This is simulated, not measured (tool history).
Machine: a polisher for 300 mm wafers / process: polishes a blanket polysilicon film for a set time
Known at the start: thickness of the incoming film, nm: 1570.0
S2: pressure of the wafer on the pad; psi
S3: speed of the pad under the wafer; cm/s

run 1 hour=0 | flow_of_slurry_(ml/min)=205 S2=2.7 S3=112 polishing_time_(s)=78 | film_removed_(Å)=5923.6
run 2 hour=7.1 | flow_of_slurry_(ml/min)=205 S2=2.5 S3=110 polishing_time_(s)=78 | film_removed_(Å)=5560
run 3 hour=9.7 | flow_of_slurry_(ml/min)=160 S2=2.5 S3=110 polishing_time_(s)=78 | film_removed_(Å)=5357.7
run 4 hour=18.1 | flow_of_slurry_(ml/min)=185 S2=2.5 S3=110 polishing_time_(s)=78 | film_removed_(Å)=5481.8
run 5 hour=23.8 | flow_of_slurry_(ml/min)=185 S2=2.3 S3=108 polishing_time_(s)=78 | film_removed_(Å)=5094.3
run 6 hour=32.2 | flow_of_slurry_(ml/min)=185 S2=2.7 S3=108 polishing_time_(s)=78 | film_removed_(Å)=5810.9
run 7 hour=34.8 | flow_of_slurry_(ml/min)=185 S2=2.5 S3=106 polishing_time_(s)=78 | film_removed_(Å)=5356.9
run 8 hour=43.5 | flow_of_slurry_(ml/min)=185 S2=2.3 S3=104 polishing_time_(s)=78 | film_removed_(Å)=5083.2

What does the tool deliver on the next run?
run 9 hour=49.5 | flow_of_slurry_(ml/min)=180 S2=1.6 S3=82 polishing_time_(s)=78 | film_removed_(Å)=?

{"run 9": {"film removed (Å)": 3073.7}}
